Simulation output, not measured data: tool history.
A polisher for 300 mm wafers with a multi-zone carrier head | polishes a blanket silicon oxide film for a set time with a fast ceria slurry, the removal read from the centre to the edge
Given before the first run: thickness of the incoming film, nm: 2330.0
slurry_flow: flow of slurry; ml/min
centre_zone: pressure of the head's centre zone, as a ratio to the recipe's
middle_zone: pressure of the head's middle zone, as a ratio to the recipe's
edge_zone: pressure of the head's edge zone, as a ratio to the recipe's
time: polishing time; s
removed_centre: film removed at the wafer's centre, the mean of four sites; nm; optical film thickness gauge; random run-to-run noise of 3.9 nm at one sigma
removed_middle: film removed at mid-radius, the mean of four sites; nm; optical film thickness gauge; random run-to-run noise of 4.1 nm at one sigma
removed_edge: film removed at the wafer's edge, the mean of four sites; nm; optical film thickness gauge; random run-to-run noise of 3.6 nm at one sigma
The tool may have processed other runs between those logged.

| run | hour | slurry_flow | centre_zone | middle_zone | edge_zone | time | removed_centre | removed_middle | removed_edge |
|---|---|---|---|---|---|---|---|---|---|
| 1 | 0.0 | 265 | 1.00 | 1.00 | 1.00 | 54 | 456.10 | 457.03 | 458.03 |
| 2 | 8.6 | 265 | 1.00 | 1.00 | 1.00 | 40 | 326.82 | 342.33 | 338.92 |
| 3 | 11.2 | 260 | 0.96 | 1.00 | 1.02 | 40 | 314.55 | 330.76 | 343.21 |
| 4 | 17.6 | 310 | 0.96 | 1.00 | 1.02 | 40 | 321.64 | 344.18 | 338.23 |
| 5 | 24.7 | 310 | 0.92 | 1.00 | 1.02 | 40 | 307.21 | 344.25 | 347.46 |
| 6 | 31.1 | 310 | 0.92 | 1.00 | 0.98 | 40 | 310.43 | 337.96 | 338.12 |
| 7 | 35.3 | 300 | 0.90 | 1.01 | 0.99 | 40 | 303.81 | 345.22 | 343.67 |
| 8 | 38.4 | 295 | 0.88 | 1.01 | 1.00 | 40 | 287.49 | 348.73 | 340.80 |

Expected results for the next run?
| 9 | 39.6 | 290 | 0.88 | 1.00 | 1.01 | 40 | ? | ? | ? |

{"run 9": {"removed_centre": 300.06, "removed_middle": 338.5, "removed_edge": 343.76}}
